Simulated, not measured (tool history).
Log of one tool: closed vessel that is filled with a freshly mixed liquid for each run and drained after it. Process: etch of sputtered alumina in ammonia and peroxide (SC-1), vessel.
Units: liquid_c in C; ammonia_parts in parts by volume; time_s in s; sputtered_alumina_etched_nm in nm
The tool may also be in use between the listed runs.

run,day,liquid_c,ammonia_parts,time_s,sputtered_alumina_etched_nm
1,0,49,0.7,1395,61.449
2,0.275,46.5,0.7,1395,53.717
3,0.617,44.5,0.7,1395,48.07
4,0.933,43,0.7,1395,43.817
5,1.204,42,0.7,1395,41.365
6,1.308,42,0.5,1395,40.092
7,1.692,41.5,0.5,1395,39.13

The next listed run, before its measurement:
8,1.792,41,0.5,1395,?

Run 8 gave sputtered_alumina_etched_nm 37.99 nm.
